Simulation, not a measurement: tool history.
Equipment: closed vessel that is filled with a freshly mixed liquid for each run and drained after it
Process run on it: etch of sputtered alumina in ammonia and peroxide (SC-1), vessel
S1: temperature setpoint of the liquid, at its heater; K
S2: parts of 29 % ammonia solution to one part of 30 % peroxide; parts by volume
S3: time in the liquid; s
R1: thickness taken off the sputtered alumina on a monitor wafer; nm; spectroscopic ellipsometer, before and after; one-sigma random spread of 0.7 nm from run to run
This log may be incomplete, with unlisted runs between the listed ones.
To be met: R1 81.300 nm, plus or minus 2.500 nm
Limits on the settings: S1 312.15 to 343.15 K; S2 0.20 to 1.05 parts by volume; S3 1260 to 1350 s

| run | day | S1 | S2 | S3 | R1 |
|---|---|---|---|---|---|
| 1 | 0.000 | 328.15 | 0.55 | 1260 | 53.850 |
| 2 | 0.246 | 330.15 | 0.55 | 1260 | 58.894 |
| 3 | 0.412 | 332.15 | 0.55 | 1260 | 65.821 |
| 4 | 0.642 | 332.15 | 0.55 | 1260 | 65.813 |
| 5 | 0.771 | 333.15 | 0.55 | 1260 | 69.104 |
| 6 | 0.833 | 329.65 | 0.55 | 1260 | 58.592 |
| 7 | 1.167 | 331.65 | 0.55 | 1260 | 64.743 |
| 8 | 1.362 | 332.65 | 0.55 | 1260 | 68.449 |

Which of these 5 next moves meets every target?
| A | 1.558 | 334.15 | 0.40 | 1330 | ? |
| B | 1.558 | 333.15 | 0.45 | 1350 | ? |
| C | 1.558 | 333.15 | 0.65 | 1300 | ? |
| D | 1.558 | 334.65 | 0.75 | 1310 | ? |
| E | 1.558 | 334.15 | 0.35 | 1350 | ? |

| move | R1 |
|---|---|
| A | 75.433 |
| B | 73.562 |
| C | 73.343 |
| D | 80.878 |
| E | 75.606 |
A: nearer the targets than the last run, but a result is still out of spec
B: nearer the targets than the last run, but a result is still out of spec
C: nearer the targets than the last run, but a result is still out of spec
D: meets every target
E: nearer the targets than the last run, but a result is still out of spec
Answer: D

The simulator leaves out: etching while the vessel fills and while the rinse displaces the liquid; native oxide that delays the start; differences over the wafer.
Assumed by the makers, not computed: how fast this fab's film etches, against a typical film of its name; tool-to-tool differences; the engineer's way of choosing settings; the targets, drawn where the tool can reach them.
